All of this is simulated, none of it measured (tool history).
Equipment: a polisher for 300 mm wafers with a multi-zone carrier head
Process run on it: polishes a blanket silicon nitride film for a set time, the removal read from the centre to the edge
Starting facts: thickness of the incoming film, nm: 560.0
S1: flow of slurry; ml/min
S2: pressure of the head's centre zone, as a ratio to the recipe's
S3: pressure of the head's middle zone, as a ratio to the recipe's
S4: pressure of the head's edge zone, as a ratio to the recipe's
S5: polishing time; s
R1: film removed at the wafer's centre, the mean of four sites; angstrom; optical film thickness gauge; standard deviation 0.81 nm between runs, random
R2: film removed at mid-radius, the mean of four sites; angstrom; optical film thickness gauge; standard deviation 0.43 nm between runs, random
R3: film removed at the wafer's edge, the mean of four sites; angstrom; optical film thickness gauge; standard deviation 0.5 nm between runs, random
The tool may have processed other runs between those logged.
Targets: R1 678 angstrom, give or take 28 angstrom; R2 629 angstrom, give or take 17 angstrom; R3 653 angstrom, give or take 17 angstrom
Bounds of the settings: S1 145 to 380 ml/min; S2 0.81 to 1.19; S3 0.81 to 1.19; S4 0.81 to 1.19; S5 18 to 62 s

run 1 day=0 | S1=245 S2=1 S3=1 S4=1 S5=40 | R1=730.29 R2=735.85 R3=725.92
run 2 day=0.125 | S1=235 S2=1 S3=0.98 S4=0.98 S5=40 | R1=725.25 R2=721.06 R3=715.61
run 3 day=0.45 | S1=230 S2=1 S3=0.96 S4=0.96 S5=40 | R1=730.11 R2=700.73 R3=716.74
run 4 day=0.796 | S1=225 S2=1 S3=0.95 S4=0.94 S5=40 | R1=716.97 R2=690.4 R3=698.54
run 5 day=0.879 | S1=220 S2=1 S3=0.94 S4=0.93 S5=40 | R1=735.25 R2=680.44 R3=694.49
run 6 day=1.183 | S1=215 S2=0.99 S3=0.93 S4=0.92 S5=40 | R1=715.61 R2=675.65 R3=701.91
run 7 day=1.458 | S1=200 S2=1 S3=0.9 S4=0.84 S5=38 | R1=680.14 R2=613.22 R3=623.8
run 8 day=1.746 | S1=205 S2=1 S3=0.9 S4=0.85 S5=38 | R1=676.41 R2=613.48 R3=641.27
-- day=1.912 worn pad replaced by a new one
run 9 day=1.912 | S1=225 S2=0.99 S3=0.92 S4=0.86 S5=38 | R1=726.6 R2=680.83 R3=680.12
run 10 day=2.121 | S1=220 S2=0.99 S3=0.92 S4=0.86 S5=38 | R1=736.41 R2=673.32 R3=674.29
run 11 day=2.292 | S1=215 S2=0.99 S3=0.92 S4=0.86 S5=38 | R1=738.98 R2=672.76 R3=678.84
run 12 day=2.625 | S1=210 S2=0.99 S3=0.92 S4=0.87 S5=38 | R1=693.51 R2=674.86 R3=672.46
run 13 day=2.729 | S1=205 S2=1 S3=0.92 S4=0.87 S5=38 | R1=710.39 R2=665.66 R3=661.83
run 14 day=2.875 | S1=200 S2=1 S3=0.91 S4=0.87 S5=38 | R1=722.86 R2=659.34 R3=683.22
run 15 day=3.242 | S1=205 S2=0.99 S3=0.91 S4=0.87 S5=38 | R1=690.9 R2=664.86 R3=678.05
run 16 day=3.483 | S1=200 S2=0.99 S3=0.91 S4=0.87 S5=38 | R1=716.04 R2=653.28 R3=674.6
run 17 day=3.771 | S1=210 S2=0.99 S3=0.91 S4=0.88 S5=38 | R1=720.87 R2=662.38 R3=678.44
run 18 day=3.942 | S1=210 S2=0.99 S3=0.91 S4=0.88 S5=38 | R1=704.92 R2=663.98 R3=675.61
run 19 day=4.233 | S1=200 S2=0.99 S3=0.91 S4=0.88 S5=38 | R1=712.87 R2=649.86 R3=679.17

4 candidate next runs follow, results not yet known. Just one meets every target within its allowed miss. Identify it.
run A day=4.525 | S1=145 S2=1.14 S3=1.01 S4=0.98 S5=39 | R1=? R2=? R3=?
run B day=4.525 | S1=175 S2=0.98 S3=0.91 S4=0.83 S5=39 | R1=? R2=? R3=?
run C day=4.525 | S1=250 S2=0.94 S3=0.85 S4=0.82 S5=37 | R1=? R2=? R3=?
run D day=4.525 | S1=145 S2=0.97 S3=0.86 S4=0.91 S5=40 | R1=? R2=? R3=?

move=A R1=772.44 R2=686.65 R3=691.98
move=B R1=694.63 R2=656.42 R3=661.34
move=C R1=672.8 R2=622.87 R3=651.21
move=D R1=672.6 R2=616.44 R3=686.83
A: moves away from the targets compared with the last run
B: the worst result of the last run now meets its target, but another is out of spec
C: meets every target
D: moves away from the targets compared with the last run
C is the move that brings every result within its allowed miss.
